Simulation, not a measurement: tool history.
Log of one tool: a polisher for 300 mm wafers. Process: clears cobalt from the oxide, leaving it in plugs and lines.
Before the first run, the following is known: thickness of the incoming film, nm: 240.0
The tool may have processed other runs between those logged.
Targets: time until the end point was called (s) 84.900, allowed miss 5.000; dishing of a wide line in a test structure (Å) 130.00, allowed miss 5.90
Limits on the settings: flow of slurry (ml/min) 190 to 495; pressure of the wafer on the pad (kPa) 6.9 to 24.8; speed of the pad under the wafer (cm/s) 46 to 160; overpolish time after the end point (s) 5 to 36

run,hour,flow of slurry (ml/min),pressure of the wafer on the pad (kPa),speed of the pad under the wafer (cm/s),overpolish time after the end point (s),time until the end point was called (s),dishing of a wide line in a test structure (Å)
1,0.0,320,15.9,102,18,43.922,140.43
2,4.6,320,13.8,102,18,49.907,135.75
3,7.8,385,13.8,102,18,49.716,136.22
4,15.9,425,13.8,102,18,49.498,137.58
5,22.1,425,10.3,102,18,67.181,137.24
6,30.0,425,13.8,102,18,51.646,136.81
7,32.8,440,12.4,102,17,56.278,140.00
8,35.2,430,11.7,102,19,57.666,133.25
9,41.4,430,11.0,100,19,63.288,137.08
10,46.5,425,10.3,100,22,67.054,140.02
11,53.2,425,9.7,100,19,69.322,138.54
12,57.7,440,9.0,100,16,77.572,135.33
13,59.8,440,9.0,100,14,77.693,133.42
14,60.8,440,9.0,100,13,77.320,133.64
15,66.0,440,9.0,100,12,74.992,129.87

Below are 4 possible settings for the next run. Only one of them brings all results inside the allowed miss of their targets. Which is it?
A,71.2,430,9.0,102,12,?,?
B,71.2,485,9.7,92,14,?,?
C,71.2,420,9.0,86,12,?,?
D,71.2,430,11.0,96,16,?,?

move,time until the end point was called (s),dishing of a wide line in a test structure (Å)
A,75.679,132.15
B,75.702,135.00
C,86.153,129.32
D,65.024,137.58
A: closes in on the targets versus the last run, not all within tolerance yet
B: closes in on the targets versus the last run, not all within tolerance yet
C: each result inside its tolerance
D: further off than the last run
So the answer is move C, the one that meets all the targets.

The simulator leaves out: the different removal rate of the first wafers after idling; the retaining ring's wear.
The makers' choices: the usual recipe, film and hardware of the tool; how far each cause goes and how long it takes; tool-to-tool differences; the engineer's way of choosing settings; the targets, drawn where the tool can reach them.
